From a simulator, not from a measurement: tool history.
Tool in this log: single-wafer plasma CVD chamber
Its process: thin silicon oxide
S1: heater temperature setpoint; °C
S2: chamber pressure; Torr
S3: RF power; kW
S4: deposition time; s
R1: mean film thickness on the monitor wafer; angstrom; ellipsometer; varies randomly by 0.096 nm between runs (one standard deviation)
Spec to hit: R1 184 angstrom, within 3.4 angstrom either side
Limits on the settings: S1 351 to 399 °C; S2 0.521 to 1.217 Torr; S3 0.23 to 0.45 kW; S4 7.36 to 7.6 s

Run 1, hour 0: S1 375 °C, S2 0.869 Torr, S3 0.34 kW, S4 7.36 s. Result: R1 151.59 angstrom.
Run 2, hour 8.1: S1 375 °C, S2 0.905 Torr, S3 0.34 kW, S4 7.36 s. Result: R1 155.01 angstrom.
Run 3, hour 11: S1 375 °C, S2 0.905 Torr, S3 0.34 kW, S4 7.36 s. Result: R1 152.92 angstrom.
Run 4, hour 12.2: S1 375 °C, S2 0.905 Torr, S3 0.375 kW, S4 7.36 s. Result: R1 159.94 angstrom.
Run 5, hour 17.9: S1 365 °C, S2 0.905 Torr, S3 0.375 kW, S4 7.36 s. Result: R1 161.48 angstrom.
Run 6, hour 26: S1 372 °C, S2 0.905 Torr, S3 0.375 kW, S4 7.36 s. Result: R1 161.05 angstrom.
Run 7, hour 30.2: S1 372 °C, S2 0.933 Torr, S3 0.375 kW, S4 7.36 s. Result: R1 164.01 angstrom.
Run 8, hour 32.9: S1 372 °C, S2 0.959 Torr, S3 0.375 kW, S4 7.36 s. Result: R1 164.74 angstrom.
Run 9, hour 37.3: S1 372 °C, S2 0.993 Torr, S3 0.375 kW, S4 7.36 s. Result: R1 168.3 angstrom.
At hour 46.1: thermocouple changed; heater temperature recalibrated.
Run 10, hour 46.1: S1 372 °C, S2 0.993 Torr, S3 0.375 kW, S4 7.36 s. Result: R1 168.58 angstrom.
Run 11, hour 48.5: S1 372 °C, S2 1.019 Torr, S3 0.375 kW, S4 7.36 s. Result: R1 171.86 angstrom.
Run 12, hour 52.6: S1 372 °C, S2 1.039 Torr, S3 0.375 kW, S4 7.36 s. Result: R1 172.29 angstrom.
Run 13, hour 55.1: S1 372 °C, S2 1.06 Torr, S3 0.375 kW, S4 7.36 s. Result: R1 175.38 angstrom.

5 candidate next runs follow, results not yet known. Just one meets every target within its allowed miss. Identify it.
Run A, hour 57.6: S1 359 °C, S2 1.04 Torr, S3 0.365 kW, S4 7.36 s. Result: R1 ?.
Run B, hour 57.6: S1 364 °C, S2 1.001 Torr, S3 0.36 kW, S4 7.36 s. Result: R1 ?.
Run C, hour 57.6: S1 361 °C, S2 0.812 Torr, S3 0.435 kW, S4 7.49 s. Result: R1 ?.
Run D, hour 57.6: S1 381 °C, S2 1.026 Torr, S3 0.345 kW, S4 7.46 s. Result: R1 ?.
Run E, hour 57.6: S1 381 °C, S2 1.062 Torr, S3 0.39 kW, S4 7.6 s. Result: R1 ?.

move      R1
   A  172.91
   B  168.05
   C  164.54
   D  168.12
   E  182.22
A: moves away from the targets compared with the last run
B: moves away from the targets compared with the last run
C: moves away from the targets compared with the last run
D: moves away from the targets compared with the last run
E: each result inside its tolerance
Correct choice: E, which meets every target

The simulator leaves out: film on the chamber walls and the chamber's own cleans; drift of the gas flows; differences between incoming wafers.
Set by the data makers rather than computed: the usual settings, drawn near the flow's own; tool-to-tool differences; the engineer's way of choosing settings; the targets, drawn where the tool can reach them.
